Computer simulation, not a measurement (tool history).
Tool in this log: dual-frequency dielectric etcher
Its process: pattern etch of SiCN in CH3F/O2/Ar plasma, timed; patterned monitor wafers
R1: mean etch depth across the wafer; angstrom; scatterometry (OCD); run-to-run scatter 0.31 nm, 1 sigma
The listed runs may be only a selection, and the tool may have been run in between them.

Run 1, hour 0.0: source power (W) 550, bias power (W) 78, etch time (s) 118.0. Result: R1 474.38 angstrom.
Run 2, hour 4.9: source power (W) 590, bias power (W) 79, etch time (s) 118.0. Result: R1 494.01 angstrom.
Run 3, hour 10.8: source power (W) 490, bias power (W) 79, etch time (s) 118.0. Result: R1 457.83 angstrom.
Run 4, hour 18.4: source power (W) 410, bias power (W) 79, etch time (s) 118.0. Result: R1 430.48 angstrom.
Run 5, hour 20.4: source power (W) 410, bias power (W) 69, etch time (s) 118.0. Result: R1 413.14 angstrom.
Run 6, hour 24.2: source power (W) 330, bias power (W) 69, etch time (s) 118.0. Result: R1 386.49 angstrom.
Run 7, hour 30.7: source power (W) 440, bias power (W) 80, etch time (s) 118.5. Result: R1 451.99 angstrom.

What will run 8 give?
Run 8, hour 36.7: source power (W) 500, bias power (W) 82, etch time (s) 118.5. Result: R1 ?.

Logged for run 8: R1 472.87 angstrom.

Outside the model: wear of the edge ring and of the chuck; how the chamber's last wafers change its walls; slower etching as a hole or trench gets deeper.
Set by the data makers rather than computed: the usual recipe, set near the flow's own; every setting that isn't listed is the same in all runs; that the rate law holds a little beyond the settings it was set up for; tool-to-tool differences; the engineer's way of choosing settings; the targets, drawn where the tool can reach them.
